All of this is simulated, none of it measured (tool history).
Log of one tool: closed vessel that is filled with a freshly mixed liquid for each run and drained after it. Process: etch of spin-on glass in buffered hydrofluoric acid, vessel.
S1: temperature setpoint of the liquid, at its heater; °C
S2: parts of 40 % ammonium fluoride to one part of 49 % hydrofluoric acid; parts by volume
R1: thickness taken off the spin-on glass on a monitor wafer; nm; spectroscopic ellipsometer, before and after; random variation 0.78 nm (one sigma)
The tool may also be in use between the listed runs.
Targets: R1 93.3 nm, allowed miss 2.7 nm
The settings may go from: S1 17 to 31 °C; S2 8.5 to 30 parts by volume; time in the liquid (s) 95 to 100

Run 1, hour 0: S1 23 °C, S2 23 parts by volume, time in the liquid (s) 95. Result: R1 121.36 nm.
Run 2, hour 6.4: S1 20.5 °C, S2 23 parts by volume, time in the liquid (s) 95. Result: R1 104.5 nm.
Run 3, hour 9.8: S1 20.5 °C, S2 23 parts by volume, time in the liquid (s) 100. Result: R1 110.81 nm.
Run 4, hour 14.9: S1 22.5 °C, S2 23 parts by volume, time in the liquid (s) 100. Result: R1 123.04 nm.
Run 5, hour 15.6: S1 22 °C, S2 23 parts by volume, time in the liquid (s) 100. Result: R1 121.09 nm.
Run 6, hour 20.7: S1 22 °C, S2 26.5 parts by volume, time in the liquid (s) 100. Result: R1 110.07 nm.
Run 7, hour 22.7: S1 21.5 °C, S2 26.5 parts by volume, time in the liquid (s) 100. Result: R1 105.74 nm.
Run 8, hour 31.7: S1 20.5 °C, S2 26.5 parts by volume, time in the liquid (s) 100. Result: R1 100.95 nm.

Which of these 4 next moves meets every target?
Run A, hour 40.7: S1 23 °C, S2 29.5 parts by volume, time in the liquid (s) 100. Result: R1 ?.
Run B, hour 40.7: S1 21.5 °C, S2 29.5 parts by volume, time in the liquid (s) 95. Result: R1 ?.
Run C, hour 40.7: S1 21 °C, S2 24 parts by volume, time in the liquid (s) 100. Result: R1 ?.
Run D, hour 40.7: S1 22 °C, S2 26 parts by volume, time in the liquid (s) 100. Result: R1 ?.

move      R1
   A  106.95
   B  93.468
   C  111.39
   D  111.44
A: further off than the last run
B: meets every target
C: further off than the last run
D: further off than the last run
The right move is B.

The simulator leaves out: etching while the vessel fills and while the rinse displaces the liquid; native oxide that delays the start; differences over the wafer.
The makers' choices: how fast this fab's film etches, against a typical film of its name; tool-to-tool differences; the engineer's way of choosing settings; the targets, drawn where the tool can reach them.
